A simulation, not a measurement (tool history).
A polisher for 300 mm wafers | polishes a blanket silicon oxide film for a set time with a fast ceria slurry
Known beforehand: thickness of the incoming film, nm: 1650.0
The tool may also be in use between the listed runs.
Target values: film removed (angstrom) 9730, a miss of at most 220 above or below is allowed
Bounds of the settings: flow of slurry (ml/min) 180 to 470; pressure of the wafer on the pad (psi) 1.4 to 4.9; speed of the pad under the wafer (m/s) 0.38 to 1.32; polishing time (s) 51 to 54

run	hour	flow of slurry (ml/min)	pressure of the wafer on the pad (psi)	speed of the pad under the wafer (m/s)	polishing time (s)	film removed (angstrom)
1	0	300	3.1	0.84	51	6749.8
2	5.3	305	3.3	0.84	51	7067
3	8.9	260	3.3	0.84	51	7187.9
4	14.6	260	3.5	0.84	51	7545.4
5	21	260	3.6	0.84	51	7699.2
6	24	260	3.7	0.84	51	7884.8
7	24.8	260	3.8	0.84	51	8163
8	31.8	260	3.9	0.84	51	8381.4
9	36.1	260	4	0.84	51	8648.8
10	38.8	285	4.4	0.84	51	9423.1

Pick the move, out of 5, that brings all results within their allowed miss; only one does.
A	41.5	345	4.3	0.88	53	?
B	41.5	240	4.7	0.86	51	?
C	41.5	220	4.9	0.74	54	?
D	41.5	210	4.8	0.82	53	?
E	41.5	255	4.6	0.82	54	?

move	film removed (angstrom)
A	10237
B	10289
C	9758.9
D	10337
E	10223
A: carries the result that was furthest off beyond its target, to the other side
B: carries the result that was furthest off beyond its target, to the other side
C: every result within its allowed miss
D: carries the result that was furthest off beyond its target, to the other side
E: carries the result that was furthest off beyond its target, to the other side
So the answer is move C, the one that meets all the targets.

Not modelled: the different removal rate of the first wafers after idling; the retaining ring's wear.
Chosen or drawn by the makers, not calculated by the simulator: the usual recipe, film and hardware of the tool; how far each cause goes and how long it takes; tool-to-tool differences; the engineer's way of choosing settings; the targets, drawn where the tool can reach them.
